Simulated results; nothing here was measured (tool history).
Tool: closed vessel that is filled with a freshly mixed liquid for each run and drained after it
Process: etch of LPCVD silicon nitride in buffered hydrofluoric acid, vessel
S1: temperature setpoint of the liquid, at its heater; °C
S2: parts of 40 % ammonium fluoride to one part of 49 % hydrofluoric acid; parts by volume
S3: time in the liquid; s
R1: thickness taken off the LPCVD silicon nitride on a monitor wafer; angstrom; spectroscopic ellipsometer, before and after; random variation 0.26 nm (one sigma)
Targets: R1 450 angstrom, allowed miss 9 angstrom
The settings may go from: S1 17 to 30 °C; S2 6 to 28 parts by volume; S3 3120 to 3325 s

| run | hour | S1 | S2 | S3 | R1 |
|---|---|---|---|---|---|
| 1 | 0 | 22 | 17 | 3120 | 232.41 |
| 2 | 9.4 | 22 | 17 | 3120 | 232.17 |
| 3 | 18.7 | 19.5 | 17 | 3120 | 201.46 |
| 4 | 22 | 22 | 16 | 3120 | 248.52 |
| 5 | 30.5 | 22 | 18 | 3120 | 220.97 |
| 6 | 32.2 | 22 | 20.5 | 3120 | 194.39 |
| 7 | 37.2 | 24 | 19 | 3120 | 230.42 |
| 8 | 45.8 | 25.5 | 17.5 | 3120 | 271.63 |
| 9 | 47.8 | 26.5 | 16.5 | 3120 | 305.9 |
| 10 | 54.3 | 26.5 | 16.5 | 3120 | 304.67 |
| 11 | 62.7 | 27.5 | 15.5 | 3120 | 341.79 |
|  | 67.8 | thermometer replaced |
| 12 | 67.8 | 28 | 15 | 3120 | 316.7 |
| 13 | 71.4 | 28.5 | 13 | 3125 | 375.08 |
| 14 | 78.6 | 29 | 12.5 | 3125 | 401.71 |
| 15 | 87.6 | 29 | 12 | 3125 | 418.24 |

Which of these 4 next moves meets every target?
| A | 96.6 | 27.5 | 11 | 3195 | ? |
| B | 96.6 | 26.5 | 11 | 3320 | ? |
| C | 96.6 | 30 | 12.5 | 3210 | ? |
| D | 96.6 | 30 | 12.5 | 3300 | ? |

| move | R1 |
|---|---|
| A | 427.31 |
| B | 420.91 |
| C | 432.58 |
| D | 444.71 |
A: nearer than the last run, and not there yet
B: nearer than the last run, and not there yet
C: nearer than the last run, and not there yet
D: meets every target
Move D is the one to make.
